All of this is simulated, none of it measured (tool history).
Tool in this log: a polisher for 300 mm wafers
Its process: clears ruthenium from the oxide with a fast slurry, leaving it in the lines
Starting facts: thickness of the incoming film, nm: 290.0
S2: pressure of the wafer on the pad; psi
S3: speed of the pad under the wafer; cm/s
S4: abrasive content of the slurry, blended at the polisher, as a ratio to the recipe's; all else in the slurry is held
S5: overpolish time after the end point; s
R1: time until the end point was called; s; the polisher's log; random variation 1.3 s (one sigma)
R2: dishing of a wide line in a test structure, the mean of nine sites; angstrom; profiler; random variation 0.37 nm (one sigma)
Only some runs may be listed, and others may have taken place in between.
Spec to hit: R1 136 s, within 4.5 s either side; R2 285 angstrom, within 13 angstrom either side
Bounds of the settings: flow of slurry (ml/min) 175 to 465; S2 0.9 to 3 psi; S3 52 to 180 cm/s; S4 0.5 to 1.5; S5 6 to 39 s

Run 1, hour 0: flow of slurry (ml/min) 295, S2 1.9 psi, S3 116 cm/s, S4 1, S5 20 s. Result: R1 68.238 s, R2 348.59 angstrom.
Run 2, hour 7.3: flow of slurry (ml/min) 295, S2 1.6 psi, S3 110 cm/s, S4 1, S5 21 s. Result: R1 82.218 s, R2 323.02 angstrom.
Run 3, hour 8.4: flow of slurry (ml/min) 295, S2 1.6 psi, S3 86 cm/s, S4 1, S5 21 s. Result: R1 103.89 s, R2 294.08 angstrom.
Run 4, hour 9.4: flow of slurry (ml/min) 295, S2 1.6 psi, S3 86 cm/s, S4 1, S5 18 s. Result: R1 104.94 s, R2 272.36 angstrom.
Run 5, hour 10.1: flow of slurry (ml/min) 295, S2 1.6 psi, S3 74 cm/s, S4 1, S5 18 s. Result: R1 116.16 s, R2 254.19 angstrom.
Run 6, hour 13: flow of slurry (ml/min) 295, S2 1.6 psi, S3 96 cm/s, S4 1, S5 18 s. Result: R1 93.629 s, R2 283.81 angstrom.
At hour 22: head pressure recalibrated.
Run 7, hour 22: flow of slurry (ml/min) 295, S2 1.4 psi, S3 94 cm/s, S4 1, S5 20 s. Result: R1 118.86 s, R2 266.41 angstrom.
Run 8, hour 24.5: flow of slurry (ml/min) 295, S2 1.4 psi, S3 94 cm/s, S4 1, S5 22 s. Result: R1 115.9 s, R2 281.25 angstrom.
Run 9, hour 27.4: flow of slurry (ml/min) 295, S2 1.3 psi, S3 94 cm/s, S4 1, S5 23 s. Result: R1 122.94 s, R2 286.09 angstrom.
Run 10, hour 31.3: flow of slurry (ml/min) 290, S2 1.1 psi, S3 94 cm/s, S4 1, S5 24 s. Result: R1 146.92 s, R2 259.27 angstrom.
Run 11, hour 31.9: flow of slurry (ml/min) 290, S2 1.1 psi, S3 94 cm/s, S4 1, S5 24 s. Result: R1 146.34 s, R2 261.18 angstrom.
Run 12, hour 36: flow of slurry (ml/min) 300, S2 1.1 psi, S3 94 cm/s, S4 1, S5 25 s. Result: R1 144.87 s, R2 273.05 angstrom.
Run 13, hour 37.5: flow of slurry (ml/min) 310, S2 1.1 psi, S3 94 cm/s, S4 1, S5 25 s. Result: R1 142.31 s, R2 268.12 angstrom.
Run 14, hour 41.8: flow of slurry (ml/min) 320, S2 1.2 psi, S3 94 cm/s, S4 1, S5 28 s. Result: R1 135.35 s, R2 295.25 angstrom.

Of the 4 settings listed for the next run, only one would bring every result within its allowed miss of target. Which one?
Run A, hour 46.1: flow of slurry (ml/min) 325, S2 1.2 psi, S3 90 cm/s, S4 1.1, S5 31 s. Result: R1 ?, R2 ?.
Run B, hour 46.1: flow of slurry (ml/min) 345, S2 1.2 psi, S3 94 cm/s, S4 0.85, S5 33 s. Result: R1 ?, R2 ?.
Run C, hour 46.1: flow of slurry (ml/min) 315, S2 1.2 psi, S3 86 cm/s, S4 1, S5 32 s. Result: R1 ?, R2 ?.
Run D, hour 46.1: flow of slurry (ml/min) 315, S2 1.5 psi, S3 78 cm/s, S4 0.8, S5 26 s. Result: R1 ?, R2 ?.

move      R1      R2
   A  134.49  307.93
   B  139.97  311.06
   C  144.06  302.74
   D  135.48   281.6
A: its largest miss is bigger than the last run's
B: its largest miss is bigger than the last run's
C: its largest miss is bigger than the last run's
D: in spec on every target
Move D is the one to make.
